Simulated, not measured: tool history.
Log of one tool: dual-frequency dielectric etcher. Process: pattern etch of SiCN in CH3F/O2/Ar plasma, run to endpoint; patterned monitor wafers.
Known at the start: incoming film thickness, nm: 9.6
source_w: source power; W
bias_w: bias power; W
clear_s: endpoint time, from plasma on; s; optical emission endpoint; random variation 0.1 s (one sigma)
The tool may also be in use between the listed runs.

run 1 hour=0.0 | source_w=390 bias_w=105 | clear_s=23.256
run 2 hour=2.1 | source_w=360 bias_w=98 | clear_s=25.099
run 3 hour=4.5 | source_w=360 bias_w=109 | clear_s=23.653
run 4 hour=7.8 | source_w=390 bias_w=109 | clear_s=22.668
run 5 hour=8.6 | source_w=370 bias_w=105 | clear_s=23.925
run 6 hour=14.2 | source_w=370 bias_w=95 | clear_s=24.995
run 7 hour=19.6 | source_w=350 bias_w=92 | clear_s=26.223
run 8 hour=23.9 | source_w=330 bias_w=90 | clear_s=27.399
run 9 hour=27.2 | source_w=320 bias_w=90 | clear_s=27.803
run 10 hour=32.4 | source_w=310 bias_w=90 | clear_s=28.458

The next listed run, before its measurement:
run 11 hour=36.6 | source_w=300 bias_w=90 | clear_s=?

{"run 11": {"clear_s": 28.841}}

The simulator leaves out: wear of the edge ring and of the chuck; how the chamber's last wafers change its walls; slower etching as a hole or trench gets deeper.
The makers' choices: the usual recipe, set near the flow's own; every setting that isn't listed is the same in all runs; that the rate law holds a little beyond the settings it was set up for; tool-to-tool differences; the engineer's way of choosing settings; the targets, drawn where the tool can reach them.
